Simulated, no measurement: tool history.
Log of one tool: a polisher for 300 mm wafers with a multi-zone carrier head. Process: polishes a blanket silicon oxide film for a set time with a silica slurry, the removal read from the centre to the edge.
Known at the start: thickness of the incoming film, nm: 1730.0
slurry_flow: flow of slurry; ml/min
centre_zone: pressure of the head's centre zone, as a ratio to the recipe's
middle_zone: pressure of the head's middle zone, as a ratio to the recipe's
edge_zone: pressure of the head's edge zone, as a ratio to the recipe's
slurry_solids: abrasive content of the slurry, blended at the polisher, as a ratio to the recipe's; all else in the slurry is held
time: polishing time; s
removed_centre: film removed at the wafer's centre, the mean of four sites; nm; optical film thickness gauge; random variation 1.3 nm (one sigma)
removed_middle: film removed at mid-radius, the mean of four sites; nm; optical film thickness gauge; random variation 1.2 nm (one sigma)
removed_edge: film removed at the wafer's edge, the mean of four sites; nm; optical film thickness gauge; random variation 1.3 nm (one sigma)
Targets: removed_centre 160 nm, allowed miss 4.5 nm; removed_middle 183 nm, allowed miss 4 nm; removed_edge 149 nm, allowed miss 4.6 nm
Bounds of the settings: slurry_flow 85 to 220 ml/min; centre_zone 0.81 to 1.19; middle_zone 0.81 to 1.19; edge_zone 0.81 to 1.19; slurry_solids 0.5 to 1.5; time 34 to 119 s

| run | hour | slurry_flow | centre_zone | middle_zone | edge_zone | slurry_solids | time | removed_centre | removed_middle | removed_edge |
|---|---|---|---|---|---|---|---|---|---|---|
| 1 | 0 | 140 | 1 | 1 | 1 | 1 | 76 | 264.56 | 272.55 | 267.03 |
| 2 | 5.9 | 165 | 1 | 1 | 1 | 1 | 76 | 271.64 | 278.31 | 275.84 |
| 3 | 9.1 | 145 | 0.99 | 1.02 | 0.95 | 0.85 | 72 | 226.54 | 239.16 | 227.33 |
| 4 | 10.3 | 130 | 0.99 | 1.05 | 0.91 | 0.75 | 70 | 205.01 | 216.42 | 199.3 |
| 5 | 11.9 | 120 | 0.98 | 1.08 | 0.88 | 0.7 | 69 | 185.66 | 210.07 | 183.12 |
| 6 | 13.6 | 120 | 1.02 | 1.08 | 0.88 | 0.7 | 69 | 197.78 | 209.18 | 180.19 |
| 7 | 22.1 | 110 | 1.01 | 1.09 | 0.86 | 0.65 | 69 | 182.63 | 196.13 | 170.34 |
| 8 | 25.9 | 105 | 1.01 | 1.11 | 0.85 | 0.6 | 69 | 168.55 | 189.58 | 161.14 |
| 9 | 31.4 | 100 | 1.01 | 1.12 | 0.84 | 0.6 | 69 | 166.01 | 188.37 | 156.09 |
| 10 | 35.6 | 95 | 1.01 | 1.12 | 0.84 | 0.6 | 69 | 165.64 | 185.31 | 158.82 |
| 11 | 41.3 | 95 | 1.01 | 1.13 | 0.83 | 0.6 | 69 | 166.27 | 186.33 | 155.63 |
| 12 | 48.6 | 95 | 1.01 | 1.14 | 0.82 | 0.6 | 69 | 163.2 | 188.56 | 158.06 |
| 13 | 50.3 | 105 | 1.06 | 1.17 | 0.81 | 0.5 | 67 | 150.75 | 168.19 | 133.48 |
| 14 | 58.3 | 105 | 1.06 | 1.17 | 0.81 | 0.5 | 67 | 151.25 | 167.77 | 134.46 |
| 15 | 58.9 | 120 | 1.04 | 1.16 | 0.82 | 0.5 | 67 | 154.21 | 170.22 | 136.62 |
| 16 | 59.6 | 130 | 1.03 | 1.16 | 0.84 | 0.5 | 67 | 154.16 | 174.89 | 138.18 |

Which of these 4 next moves meets every target?
| A | 60.3 | 165 | 1.05 | 1.18 | 0.81 | 0.5 | 65 | ? | ? | ? |
| B | 60.3 | 150 | 0.98 | 1.14 | 0.85 | 0.5 | 66 | ? | ? | ? |
| C | 60.3 | 115 | 1.04 | 1.18 | 0.88 | 0.55 | 66 | ? | ? | ? |
| D | 60.3 | 130 | 1.04 | 1.09 | 0.88 | 0.55 | 63 | ? | ? | ? |

| move | removed_centre | removed_middle | removed_edge |
|---|---|---|---|
| A | 160.7 | 177.66 | 135.63 |
| B | 149.56 | 172.51 | 139.15 |
| C | 161.37 | 181.71 | 146.51 |
| D | 158.09 | 165.83 | 142.32 |
A: further off than the last run
B: further off than the last run
C: meets every target
D: further off than the last run
Move C is the one to make.
